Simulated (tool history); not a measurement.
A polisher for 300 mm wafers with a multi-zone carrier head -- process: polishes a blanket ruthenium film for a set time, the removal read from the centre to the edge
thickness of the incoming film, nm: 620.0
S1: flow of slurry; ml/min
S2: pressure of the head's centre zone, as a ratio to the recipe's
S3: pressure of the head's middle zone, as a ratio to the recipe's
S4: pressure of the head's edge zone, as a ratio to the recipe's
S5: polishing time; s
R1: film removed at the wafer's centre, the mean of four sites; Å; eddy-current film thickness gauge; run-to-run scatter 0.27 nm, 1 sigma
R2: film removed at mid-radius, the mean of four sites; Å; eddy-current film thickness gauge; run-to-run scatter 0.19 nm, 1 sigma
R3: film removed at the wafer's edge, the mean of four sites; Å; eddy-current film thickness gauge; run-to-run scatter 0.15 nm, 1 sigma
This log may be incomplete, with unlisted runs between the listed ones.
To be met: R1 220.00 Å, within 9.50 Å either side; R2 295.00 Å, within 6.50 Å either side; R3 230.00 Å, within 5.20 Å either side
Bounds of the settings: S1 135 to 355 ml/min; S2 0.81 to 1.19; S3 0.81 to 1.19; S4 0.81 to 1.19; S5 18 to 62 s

run,hour,S1,S2,S3,S4,S5,R1,R2,R3
1,0.0,225,1.00,1.00,1.00,40,434.73,437.31,416.83
2,7.5,225,0.92,1.00,1.00,40,395.44,438.44,414.48
3,10.2,225,0.85,1.00,1.00,40,368.91,436.09,409.39
4,17.3,170,0.85,1.00,1.00,40,347.57,417.09,403.81
5,22.0,135,0.85,1.00,1.00,40,334.82,403.44,389.44
6,27.9,160,0.85,1.00,1.00,40,344.56,411.95,397.55
7,29.5,170,0.85,1.03,0.95,35,299.44,376.49,342.07
8,37.5,170,0.85,1.03,0.95,35,306.32,379.31,342.27
9,42.7,175,0.85,1.04,0.92,31,276.07,338.39,299.32
10,46.3,175,0.84,1.06,0.89,29,256.31,325.32,278.21
11,54.4,175,0.84,1.07,0.87,28,242.01,315.89,265.69
12,58.2,175,0.85,1.08,0.85,27,235.29,304.56,250.39

Which single option among these 4 for the next run brings every result within its allowed miss of target? Just one does.
A,62.0,145,0.85,1.02,0.86,30,?,?,?
B,62.0,170,0.83,1.08,0.87,28,?,?,?
C,62.0,160,0.86,1.18,0.81,26,?,?,?
D,62.0,170,0.85,1.14,0.83,25,?,?,?

move,R1,R2,R3
A,252.04,311.08,273.11
B,238.22,314.81,262.04
C,226.47,311.78,233.44
D,217.96,294.40,228.92
A: its largest miss is bigger than the last run's
B: its largest miss is bigger than the last run's
C: gets the furthest-off result to its target, but another result is out of tolerance
D: every result lands within tolerance
Go with D: it meets all targets.
